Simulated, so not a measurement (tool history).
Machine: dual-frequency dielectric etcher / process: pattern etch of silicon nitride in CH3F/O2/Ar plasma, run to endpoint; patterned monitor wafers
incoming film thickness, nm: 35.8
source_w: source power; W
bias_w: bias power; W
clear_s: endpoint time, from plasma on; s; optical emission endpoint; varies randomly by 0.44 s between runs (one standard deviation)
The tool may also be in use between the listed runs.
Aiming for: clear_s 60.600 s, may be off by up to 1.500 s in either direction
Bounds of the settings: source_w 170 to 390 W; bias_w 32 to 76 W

run,hour,source_w,bias_w,clear_s
1,0.0,280,54,72.221
2,8.5,280,47,77.525
3,13.2,280,55,71.044
4,20.4,290,56,69.109
5,25.8,300,56,68.266
6,31.3,310,56,66.980
7,34.5,320,56,65.749
8,41.6,330,56,66.468
9,45.6,340,57,64.251

Which single option among these 4 for the next run brings every result within its allowed miss of target? Just one does.
A,49.6,390,64,?
B,49.6,330,59,?
C,49.6,290,55,?
D,49.6,370,58,?

move,clear_s
A,57.417
B,64.303
C,70.614
D,61.246
A: pushes the last run's worst result past its target
B: about as far from the targets as the last run
C: its largest miss is bigger than the last run's
D: meets every target
So the answer is move D, the one that meets all the targets.
